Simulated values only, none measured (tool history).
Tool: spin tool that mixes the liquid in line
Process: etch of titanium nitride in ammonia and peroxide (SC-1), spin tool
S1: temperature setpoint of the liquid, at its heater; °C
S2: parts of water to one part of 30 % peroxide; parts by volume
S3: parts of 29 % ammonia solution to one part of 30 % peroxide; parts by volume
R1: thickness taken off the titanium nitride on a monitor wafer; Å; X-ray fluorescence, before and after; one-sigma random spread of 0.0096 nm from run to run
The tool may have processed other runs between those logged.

Run 1, hour 0.0: S1 50.0 °C, S2 27.0 parts by volume, S3 0.7 parts by volume, time under the liquid (s) 40. Result: R1 15.169 Å.
Run 2, hour 6.0: S1 50.0 °C, S2 35.5 parts by volume, S3 0.7 parts by volume, time under the liquid (s) 40. Result: R1 12.801 Å.
Run 3, hour 8.1: S1 47.0 °C, S2 35.5 parts by volume, S3 0.7 parts by volume, time under the liquid (s) 40. Result: R1 10.417 Å.
Run 4, hour 14.0: S1 51.0 °C, S2 35.5 parts by volume, S3 0.7 parts by volume, time under the liquid (s) 40. Result: R1 13.860 Å.
Run 5, hour 15.8: S1 56.5 °C, S2 35.5 parts by volume, S3 0.7 parts by volume, time under the liquid (s) 40. Result: R1 20.285 Å.
Run 6, hour 18.4: S1 54.5 °C, S2 35.5 parts by volume, S3 0.7 parts by volume, time under the liquid (s) 40. Result: R1 17.607 Å.
Run 7, hour 26.7: S1 53.0 °C, S2 35.5 parts by volume, S3 0.7 parts by volume, time under the liquid (s) 40. Result: R1 15.915 Å.
Run 8, hour 33.4: S1 52.0 °C, S2 35.5 parts by volume, S3 0.7 parts by volume, time under the liquid (s) 40. Result: R1 14.863 Å.
Run 9, hour 39.8: S1 51.0 °C, S2 35.5 parts by volume, S3 0.7 parts by volume, time under the liquid (s) 40. Result: R1 13.803 Å.
Run 10, hour 48.5: S1 50.5 °C, S2 35.5 parts by volume, S3 0.7 parts by volume, time under the liquid (s) 40. Result: R1 13.685 Å.

Run 11 has not been measured yet. What should we expect?
Run 11, hour 54.9: S1 50.0 °C, S2 35.5 parts by volume, S3 0.7 parts by volume, time under the liquid (s) 40. Result: R1 ?.

Run 11 measured R1 12.892 Å.

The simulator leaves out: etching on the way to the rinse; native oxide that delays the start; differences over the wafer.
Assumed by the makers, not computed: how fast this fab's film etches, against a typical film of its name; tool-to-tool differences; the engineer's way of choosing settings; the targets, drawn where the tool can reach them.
